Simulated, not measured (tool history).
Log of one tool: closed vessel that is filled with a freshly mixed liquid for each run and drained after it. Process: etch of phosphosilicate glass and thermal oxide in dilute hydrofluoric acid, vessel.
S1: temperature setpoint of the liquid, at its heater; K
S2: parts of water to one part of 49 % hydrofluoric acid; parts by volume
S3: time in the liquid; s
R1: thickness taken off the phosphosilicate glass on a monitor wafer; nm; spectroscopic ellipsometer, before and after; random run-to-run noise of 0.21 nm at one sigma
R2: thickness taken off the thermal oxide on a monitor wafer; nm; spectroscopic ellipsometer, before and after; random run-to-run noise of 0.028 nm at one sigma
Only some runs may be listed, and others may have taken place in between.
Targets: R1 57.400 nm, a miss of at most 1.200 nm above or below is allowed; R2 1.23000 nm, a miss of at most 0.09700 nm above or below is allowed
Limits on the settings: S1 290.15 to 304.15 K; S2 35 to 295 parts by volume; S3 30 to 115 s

{"run": 1, "day": 0.0, "S1": 296.15, "S2": 165, "S3": 60, "R1": 68.646, "R2": 1.4366}
{"run": 2, "day": 0.346, "S1": 294.15, "S2": 165, "S3": 60, "R1": 63.095, "R2": 1.3734}
{"run": 3, "day": 0.583, "S1": 294.15, "S2": 165, "S3": 45, "R1": 47.509, "R2": 1.0157}
{"run": 4, "day": 0.812, "S1": 295.15, "S2": 165, "S3": 45, "R1": 49.4, "R2": 0.9984}
{"run": 5, "day": 1.079, "S1": 295.15, "S2": 160, "S3": 45, "R1": 51.03, "R2": 1.0889}
{"run": 6, "day": 1.308, "S1": 292.15, "S2": 160, "S3": 45, "R1": 45.659, "R2": 0.97102}
{"run": 7, "day": 1.425, "S1": 296.15, "S2": 160, "S3": 45, "R1": 53.079, "R2": 1.1915}
{"run": 8, "day": 1.588, "S1": 296.15, "S2": 155, "S3": 45, "R1": 55.207, "R2": 1.1938}

Exactly one of the 4 candidate moves below puts every result within its allowed miss. Which one?
{"run": "A", "day": 1.75, "S1": 296.15, "S2": 190, "S3": 55, "R1": "?", "R2": "?"}
{"run": "B", "day": 1.75, "S1": 297.65, "S2": 115, "S3": 30, "R1": "?", "R2": "?"}
{"run": "C", "day": 1.75, "S1": 298.15, "S2": 160, "S3": 45, "R1": "?", "R2": "?"}
{"run": "D", "day": 1.75, "S1": 297.15, "S2": 175, "S3": 50, "R1": "?", "R2": "?"}

move=A R1=52.887 R2=1.11130
move=B R1=54.961 R2=1.15490
move=C R1=57.268 R2=1.20330
move=D R1=55.089 R2=1.15760
A: moves away from the targets compared with the last run
B: moves away from the targets compared with the last run
C: in spec on every target
D: moves away from the targets compared with the last run
Correct choice: C, which meets every target
